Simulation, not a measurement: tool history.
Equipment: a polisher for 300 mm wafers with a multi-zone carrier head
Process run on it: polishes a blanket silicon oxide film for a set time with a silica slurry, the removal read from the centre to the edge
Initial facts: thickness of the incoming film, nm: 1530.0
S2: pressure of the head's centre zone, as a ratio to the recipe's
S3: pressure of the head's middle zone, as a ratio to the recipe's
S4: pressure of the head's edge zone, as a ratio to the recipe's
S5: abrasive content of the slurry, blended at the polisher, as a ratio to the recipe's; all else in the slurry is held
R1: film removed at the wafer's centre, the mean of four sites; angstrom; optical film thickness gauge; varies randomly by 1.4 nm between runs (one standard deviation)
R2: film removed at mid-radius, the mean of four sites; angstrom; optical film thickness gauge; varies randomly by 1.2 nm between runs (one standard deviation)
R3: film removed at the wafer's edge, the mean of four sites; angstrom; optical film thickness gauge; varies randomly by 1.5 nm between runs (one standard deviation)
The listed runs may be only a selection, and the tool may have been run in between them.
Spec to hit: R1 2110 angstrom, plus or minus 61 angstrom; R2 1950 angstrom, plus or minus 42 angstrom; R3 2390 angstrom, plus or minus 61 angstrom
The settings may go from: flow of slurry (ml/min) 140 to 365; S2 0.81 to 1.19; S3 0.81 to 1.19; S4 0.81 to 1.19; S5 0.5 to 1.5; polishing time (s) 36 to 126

{"run": 1, "hour": 0.0, "flow of slurry (ml/min)": 235, "S2": 1, "S3": 1, "S4": 1, "S5": 1, "polishing time (s)": 81, "R1": 1928.6, "R2": 1915.7, "R3": 1929}
{"run": 2, "hour": 7.9, "flow of slurry (ml/min)": 235, "S2": 1, "S3": 1.05, "S4": 1, "S5": 1, "polishing time (s)": 81, "R1": 1909.3, "R2": 1977.3, "R3": 1925}
{"run": 3, "hour": 11.7, "flow of slurry (ml/min)": 235, "S2": 1, "S3": 1.05, "S4": 1, "S5": 0.85, "polishing time (s)": 81, "R1": 1818.1, "R2": 1861.8, "R3": 1824.1}
{"run": 4, "hour": 17.7, "flow of slurry (ml/min)": 265, "S2": 1, "S3": 1.05, "S4": 1, "S5": 0.85, "polishing time (s)": 81, "R1": 1859.7, "R2": 1916, "R3": 1873.6}
{"run": 5, "hour": 22.7, "flow of slurry (ml/min)": 265, "S2": 1, "S3": 1.05, "S4": 1.05, "S5": 0.85, "polishing time (s)": 81, "R1": 1852.5, "R2": 1913.7, "R3": 1895.9}
{"run": 6, "hour": 25.7, "flow of slurry (ml/min)": 265, "S2": 0.95, "S3": 1.05, "S4": 1.05, "S5": 0.85, "polishing time (s)": 81, "R1": 1764.8, "R2": 1913.6, "R3": 1909.7}
{"run": 7, "hour": 32.5, "flow of slurry (ml/min)": 280, "S2": 0.95, "S3": 1, "S4": 1.08, "S5": 0.9, "polishing time (s)": 81, "R1": 1802.6, "R2": 1884.4, "R3": 1946.3}
{"run": 8, "hour": 33.6, "flow of slurry (ml/min)": 270, "S2": 0.95, "S3": 0.96, "S4": 1.1, "S5": 1, "polishing time (s)": 82, "R1": 1874.7, "R2": 1879.1, "R3": 2082}
{"run": 9, "hour": 37.6, "flow of slurry (ml/min)": 275, "S2": 0.96, "S3": 0.95, "S4": 1.12, "S5": 1.05, "polishing time (s)": 82, "R1": 1945.3, "R2": 1910.6, "R3": 2099.3}
{"run": 10, "hour": 45.4, "flow of slurry (ml/min)": 275, "S2": 0.95, "S3": 0.93, "S4": 1.14, "S5": 1.1, "polishing time (s)": 82, "R1": 1931.1, "R2": 1903.4, "R3": 2181.3}
{"run": 11, "hour": 47.1, "flow of slurry (ml/min)": 280, "S2": 0.95, "S3": 0.92, "S4": 1.15, "S5": 1.15, "polishing time (s)": 82, "R1": 1978.9, "R2": 1922.8, "R3": 2214}
{"run": 12, "hour": 49.7, "flow of slurry (ml/min)": 280, "S2": 0.95, "S3": 0.91, "S4": 1.16, "S5": 1.2, "polishing time (s)": 82, "R1": 2027, "R2": 1920.1, "R3": 2256.7}

Next run, 5 choices. One meets every target within its allowed miss, the rest don't. Which?
{"run": "A", "hour": 52.3, "flow of slurry (ml/min)": 225, "S2": 1, "S3": 0.85, "S4": 1.07, "S5": 1.1, "polishing time (s)": 89, "R1": "?", "R2": "?", "R3": "?"}
{"run": "B", "hour": 52.3, "flow of slurry (ml/min)": 255, "S2": 0.95, "S3": 0.86, "S4": 1.17, "S5": 1.2, "polishing time (s)": 87, "R1": "?", "R2": "?", "R3": "?"}
{"run": "C", "hour": 52.3, "flow of slurry (ml/min)": 220, "S2": 1.01, "S3": 0.95, "S4": 1.05, "S5": 1, "polishing time (s)": 87, "R1": "?", "R2": "?", "R3": "?"}
{"run": "D", "hour": 52.3, "flow of slurry (ml/min)": 350, "S2": 1, "S3": 0.95, "S4": 1.13, "S5": 1.15, "polishing time (s)": 77, "R1": "?", "R2": "?", "R3": "?"}
{"run": "E", "hour": 52.3, "flow of slurry (ml/min)": 315, "S2": 1, "S3": 0.89, "S4": 1.11, "S5": 1.3, "polishing time (s)": 78, "R1": "?", "R2": "?", "R3": "?"}

move=A R1=2137.3 R2=1860.6 R3=2241.4
move=B R1=2081.1 R2=1922.5 R3=2377.7
move=C R1=2036.6 R2=1922.7 R3=2095.4
move=D R1=1984.1 R2=1880.9 R3=2091.2
move=E R1=2070 R2=1862.2 R3=2173.9
A: misses by more than the last run did
B: in spec on every target
C: misses by more than the last run did
D: misses by more than the last run did
E: misses by more than the last run did
B is the move that brings every result within its allowed miss.

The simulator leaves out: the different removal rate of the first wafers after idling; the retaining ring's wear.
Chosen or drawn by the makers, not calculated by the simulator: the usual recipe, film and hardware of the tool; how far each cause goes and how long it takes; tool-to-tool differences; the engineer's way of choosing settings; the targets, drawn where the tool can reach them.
